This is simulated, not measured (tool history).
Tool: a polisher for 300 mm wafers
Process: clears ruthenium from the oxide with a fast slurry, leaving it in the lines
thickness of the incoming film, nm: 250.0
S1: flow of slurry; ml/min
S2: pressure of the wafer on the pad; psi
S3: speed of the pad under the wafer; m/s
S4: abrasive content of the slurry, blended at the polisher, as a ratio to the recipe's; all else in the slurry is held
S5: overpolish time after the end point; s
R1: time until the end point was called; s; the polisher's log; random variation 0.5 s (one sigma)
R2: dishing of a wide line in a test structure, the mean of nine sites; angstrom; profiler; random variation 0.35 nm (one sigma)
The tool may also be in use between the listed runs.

| run | hour | S1 | S2 | S3 | S4 | S5 | R1 | R2 |
|---|---|---|---|---|---|---|---|---|
| 1 | 0.0 | 150 | 3.4 | 1.04 | 1.0 | 9 | 36.449 | 434.05 |
| 2 | 0.8 | 165 | 3.4 | 1.04 | 1.0 | 9 | 36.371 | 425.87 |
| 3 | 4.6 | 180 | 3.4 | 1.04 | 1.0 | 9 | 35.619 | 448.35 |
| 4 | 10.6 | 180 | 3.4 | 1.04 | 1.0 | 7 | 36.037 | 369.44 |
| 5 | 18.4 | 180 | 3.1 | 1.04 | 1.0 | 7 | 38.002 | 344.59 |
| 6 | 23.2 | 180 | 3.1 | 1.06 | 1.0 | 6 | 37.648 | 306.74 |

The next listed run, before its measurement:
| 7 | 27.7 | 190 | 3.3 | 1.08 | 1.0 | 4 | ? | ? |

R1: 34.804 s
R2: 231.29 angstrom
